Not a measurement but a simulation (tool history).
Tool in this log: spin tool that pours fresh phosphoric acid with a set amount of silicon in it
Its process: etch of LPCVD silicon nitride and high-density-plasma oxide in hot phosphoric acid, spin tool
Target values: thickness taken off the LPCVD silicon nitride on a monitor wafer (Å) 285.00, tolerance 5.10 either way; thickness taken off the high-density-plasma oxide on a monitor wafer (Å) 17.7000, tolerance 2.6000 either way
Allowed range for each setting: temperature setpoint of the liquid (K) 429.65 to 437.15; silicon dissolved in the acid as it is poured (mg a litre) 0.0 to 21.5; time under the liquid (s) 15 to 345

run    day  temperature setpoint of the liquid (K)  silicon dissolved in the acid as it is poured (mg a litre)  time under the liquid (s)  thickness taken off the LPCVD silicon nitride on a monitor wafer (Å)  thickness taken off the high-density-plasma oxide on a monitor wafer (Å)
  1  0.000                                  432.15                                                         9.5                        175                                                                148.89                                                                    7.4646
  2  0.129                                  433.15                                                         9.0                        200                                                                177.18                                                                    8.7897
  3  0.167                                  434.15                                                         6.5                        215                                                                197.98                                                                   11.0510
  4  0.238                                  434.15                                                         8.5                        215                                                                196.97                                                                   11.2700
  5  0.500                                  434.65                                                         8.5                        230                                                                215.11                                                                   11.2350
  6  0.538                                  434.65                                                         8.5                        200                                                                186.40                                                                   10.9000
  7  0.838                                  435.15                                                         8.0                        220                                                                208.43                                                                   12.1440
  8  1.171                                  435.65                                                         7.5                        235                                                                228.40                                                                   13.5800
  9  1.512                                  436.15                                                         7.5                        245                                                                241.16                                                                   15.0100
 10  1.696                                  436.15                                                         7.5                        255                                                                253.27                                                                   15.4560
 11  1.925                                  436.15                                                         7.5                        260                                                                253.01                                                                   15.8410
 12  2.054                                  436.15                                                         8.0                        265                                                                260.70                                                                   15.6550
 13  2.242                                  436.15                                                         7.5                        270                                                                265.63                                                                   17.0340
 14  2.288                                  436.15                                                         8.5                        275                                                                270.68                                                                   16.5330
 15  2.321                                  436.15                                                         8.5                        280                                                                273.96                                                                   16.5540

Exactly one of the 5 candidate moves below puts every result within its allowed miss. Which one?
  A  2.354                                  433.65                                                         1.0                        315                                                                     ?                                                                         ?
  B  2.354                                  437.15                                                         4.5                        265                                                                     ?                                                                         ?
  C  2.354                                  437.15                                                         8.0                        255                                                                     ?                                                                         ?
  D  2.354                                  437.15                                                         7.0                        270                                                                     ?                                                                         ?
  E  2.354                                  434.15                                                        14.0                        310                                                                     ?                                                                         ?

move  thickness taken off the LPCVD silicon nitride on a monitor wafer (Å)  thickness taken off the high-density-plasma oxide on a monitor wafer (Å)
   A                                                                284.71                                                                   16.7250
   B                                                                269.07                                                                   17.0090
   C                                                                258.91                                                                   15.2320
   D                                                                274.14                                                                   16.4720
   E                                                                284.92                                                                   12.9670
A: all results in spec
B: moves away from the targets compared with the last run
C: moves away from the targets compared with the last run
D: roughly where the last run was
E: meets the target for the result that was furthest off, but another lies outside its allowed miss
So the answer is move A, the one that meets all the targets.

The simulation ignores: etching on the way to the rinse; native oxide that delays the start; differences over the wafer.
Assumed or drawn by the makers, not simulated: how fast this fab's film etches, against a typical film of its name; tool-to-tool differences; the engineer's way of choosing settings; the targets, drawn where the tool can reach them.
